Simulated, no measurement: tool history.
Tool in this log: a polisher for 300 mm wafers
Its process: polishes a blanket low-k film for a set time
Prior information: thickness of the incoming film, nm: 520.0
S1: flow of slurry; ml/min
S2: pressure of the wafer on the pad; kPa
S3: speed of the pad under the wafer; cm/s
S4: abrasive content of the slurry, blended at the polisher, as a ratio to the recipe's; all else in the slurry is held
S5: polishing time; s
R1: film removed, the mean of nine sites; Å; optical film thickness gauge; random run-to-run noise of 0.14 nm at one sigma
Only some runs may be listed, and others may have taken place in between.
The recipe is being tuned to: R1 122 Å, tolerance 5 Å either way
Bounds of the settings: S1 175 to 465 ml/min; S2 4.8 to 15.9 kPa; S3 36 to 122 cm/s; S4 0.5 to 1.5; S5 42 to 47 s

run	day	S1	S2	S3	S4	S5	R1
1	0	295	10.3	78	1	47	146.77
2	0.175	295	9	78	1	47	130.58
3	0.446	295	9	78	1	47	130.21
4	0.675	345	9	78	1	47	129.38
5	0.9	345	9	78	1	42	115.75
6	1.204	345	9	64	1	42	100.75
7	1.242	345	9	64	1	42	99.347
8	1.342	345	10.3	64	1	42	115.95

Exercise: of the 5 proposed moves below, exactly one satisfies all targets within the stated allowed misses. Which move is it?
A	1.442	275	9.7	64	1.2	42	?
B	1.442	460	9.7	76	0.9	44	?
C	1.442	285	11	70	1.05	43	?
D	1.442	295	13.1	44	0.9	46	?
E	1.442	205	9.7	64	1.05	45	?

move	R1
A	114.55
B	122.45
C	133.72
D	113.39
E	113.22
A: moves away from the targets compared with the last run
B: in spec on every target
C: carries the result that was furthest off beyond its target, to the other side
D: moves away from the targets compared with the last run
E: moves away from the targets compared with the last run
Go with B: it meets all targets.
